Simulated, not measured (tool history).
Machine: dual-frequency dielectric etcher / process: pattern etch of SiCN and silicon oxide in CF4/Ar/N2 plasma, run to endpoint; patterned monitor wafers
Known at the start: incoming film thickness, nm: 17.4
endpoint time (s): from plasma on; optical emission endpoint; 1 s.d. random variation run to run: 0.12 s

run 1 hour=0 | source_power_(W)=420 bias_power_(W)=52 Ar_flow_(sccm)=140 CF4_flow_(sccm)=45 | endpoint_time_(s)=28.42
run 2 hour=0.9 | source_power_(W)=490 bias_power_(W)=52 Ar_flow_(sccm)=140 CF4_flow_(sccm)=45 | endpoint_time_(s)=23.911
run 3 hour=7.1 | source_power_(W)=490 bias_power_(W)=52 Ar_flow_(sccm)=155 CF4_flow_(sccm)=45 | endpoint_time_(s)=24.117
run 4 hour=9.7 | source_power_(W)=490 bias_power_(W)=52 Ar_flow_(sccm)=174 CF4_flow_(sccm)=45 | endpoint_time_(s)=24.685
run 5 hour=14.6 | source_power_(W)=490 bias_power_(W)=52 Ar_flow_(sccm)=162 CF4_flow_(sccm)=45 | endpoint_time_(s)=24.315
run 6 hour=16.7 | source_power_(W)=490 bias_power_(W)=56 Ar_flow_(sccm)=162 CF4_flow_(sccm)=45 | endpoint_time_(s)=24.011
run 7 hour=18.4 | source_power_(W)=470 bias_power_(W)=56 Ar_flow_(sccm)=162 CF4_flow_(sccm)=45 | endpoint_time_(s)=24.963

Run 8, settings as shown, results not yet in. Your forecast:
run 8 hour=24.3 | source_power_(W)=450 bias_power_(W)=56 Ar_flow_(sccm)=162 CF4_flow_(sccm)=45 | endpoint_time_(s)=?

Run 8 yielded endpoint time (s) 26.254.

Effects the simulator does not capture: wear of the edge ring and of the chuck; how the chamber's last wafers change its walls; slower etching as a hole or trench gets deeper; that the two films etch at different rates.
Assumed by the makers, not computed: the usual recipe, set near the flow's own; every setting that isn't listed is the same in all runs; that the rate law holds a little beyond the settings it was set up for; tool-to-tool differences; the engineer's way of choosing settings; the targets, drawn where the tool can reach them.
